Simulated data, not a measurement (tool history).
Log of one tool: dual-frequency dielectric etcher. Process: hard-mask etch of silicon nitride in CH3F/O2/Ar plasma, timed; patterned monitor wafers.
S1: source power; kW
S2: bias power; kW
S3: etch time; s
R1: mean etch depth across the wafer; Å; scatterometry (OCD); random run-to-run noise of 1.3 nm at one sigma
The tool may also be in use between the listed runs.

run  hour    S1     S2     S3      R1
  1     0  0.53  0.088  227.5  2041.1
  2   2.8  0.56  0.089  227.5  2079.3
  3   6.1  0.56  0.082  227.5  2034.3
  4  13.9  0.56  0.082    238  2128.7
  5  17.4  0.58  0.083    238  2141.6
  6  23.1  0.58  0.083  227.5    2039

Forecast run 7:
  7  31.5  0.6  0.086  228   ?

Run 7 measured R1 2095.7 Å.
